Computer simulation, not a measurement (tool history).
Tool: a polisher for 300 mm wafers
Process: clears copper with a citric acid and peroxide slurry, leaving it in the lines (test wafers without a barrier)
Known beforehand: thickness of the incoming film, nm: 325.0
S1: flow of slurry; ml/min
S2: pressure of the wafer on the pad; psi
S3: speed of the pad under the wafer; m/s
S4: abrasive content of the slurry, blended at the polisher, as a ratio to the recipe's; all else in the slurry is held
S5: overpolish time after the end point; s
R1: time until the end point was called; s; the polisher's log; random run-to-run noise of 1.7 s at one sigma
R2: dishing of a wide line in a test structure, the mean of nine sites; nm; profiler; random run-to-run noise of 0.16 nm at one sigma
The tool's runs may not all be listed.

Run 1, hour 0.0: S1 200 ml/min, S2 4.2 psi, S3 1.42 m/s, S4 1.00, S5 18 s. Result: R1 88.111 s, R2 45.166 nm.
Run 2, hour 2.7: S1 200 ml/min, S2 3.6 psi, S3 1.44 m/s, S4 1.00, S5 15 s. Result: R1 96.919 s, R2 36.739 nm.
Run 3, hour 3.3: S1 230 ml/min, S2 3.6 psi, S3 1.44 m/s, S4 1.00, S5 15 s. Result: R1 95.443 s, R2 37.393 nm.
Run 4, hour 7.7: S1 200 ml/min, S2 3.2 psi, S3 1.44 m/s, S4 1.00, S5 12 s. Result: R1 100.460 s, R2 29.219 nm.
Run 5, hour 12.2: S1 200 ml/min, S2 4.1 psi, S3 1.44 m/s, S4 1.00, S5 12 s. Result: R1 89.320 s, R2 33.860 nm.
Run 6, hour 14.0: S1 180 ml/min, S2 3.5 psi, S3 1.44 m/s, S4 1.05, S5 10 s. Result: R1 96.433 s, R2 26.218 nm.
Run 7, hour 22.8: S1 165 ml/min, S2 3.1 psi, S3 1.48 m/s, S4 1.15, S5 9 s. Result: R1 103.430 s, R2 22.929 nm.
Run 8, hour 26.9: S1 155 ml/min, S2 2.8 psi, S3 1.54 m/s, S4 1.25, S5 8 s. Result: R1 102.350 s, R2 20.480 nm.
Run 9, hour 29.5: S1 155 ml/min, S2 2.8 psi, S3 1.54 m/s, S4 1.25, S5 8 s. Result: R1 103.740 s, R2 20.425 nm.
Run 10, hour 38.0: S1 145 ml/min, S2 2.6 psi, S3 1.60 m/s, S4 1.30, S5 7 s. Result: R1 101.940 s, R2 17.826 nm.
Run 11, hour 43.9: S1 120 ml/min, S2 2.0 psi, S3 1.78 m/s, S4 1.50, S5 5 s. Result: R1 108.920 s, R2 12.858 nm.

Forecast run 12:
Run 12, hour 51.9: S1 120 ml/min, S2 2.0 psi, S3 1.80 m/s, S4 1.50, S5 5 s. Result: R1 ?, R2 ?.

Run 12 yielded R1 110.150 s, R2 12.773 nm.
